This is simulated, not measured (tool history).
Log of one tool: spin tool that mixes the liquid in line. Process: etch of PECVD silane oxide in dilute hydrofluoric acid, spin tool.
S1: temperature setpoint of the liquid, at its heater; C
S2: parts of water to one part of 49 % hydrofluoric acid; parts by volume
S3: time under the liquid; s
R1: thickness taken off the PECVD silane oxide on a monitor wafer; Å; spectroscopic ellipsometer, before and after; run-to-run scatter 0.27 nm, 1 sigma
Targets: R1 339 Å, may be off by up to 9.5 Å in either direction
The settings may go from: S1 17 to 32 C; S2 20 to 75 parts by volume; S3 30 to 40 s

run,hour,S1,S2,S3,R1
1,0,24,45,40,225.76
2,1.6,26,45,40,246.97
3,4.6,27.5,45,40,256.49
4,7.9,27.5,45,30,195.07
5,11.9,27.5,45,30,194.95
6,19.8,28,40,30,225.57
7,26.6,28.5,35,30,268.7
8,28.3,29,35,30,273.82
9,37.1,29.5,35,30,276.87
10,38.5,30,35,30,281.03
11,46.4,32,30,30,355.83
12,50.7,31.5,30,30,353.64

Which one of the following 5 next-run settings gets every result inside its allowed miss? There is exactly one.
A,55,29.5,40,40,?
B,55,29,35,35,?
C,55,29,30,30,?
D,55,29.5,35,35,?
E,55,31,35,35,?

move,R1
A,317.14
B,313.27
C,315.68
D,319.6
E,339.24
A: carries the result that was furthest off beyond its target, to the other side
B: carries the result that was furthest off beyond its target, to the other side
C: carries the result that was furthest off beyond its target, to the other side
D: carries the result that was furthest off beyond its target, to the other side
E: every result lands within tolerance
The right move is E.

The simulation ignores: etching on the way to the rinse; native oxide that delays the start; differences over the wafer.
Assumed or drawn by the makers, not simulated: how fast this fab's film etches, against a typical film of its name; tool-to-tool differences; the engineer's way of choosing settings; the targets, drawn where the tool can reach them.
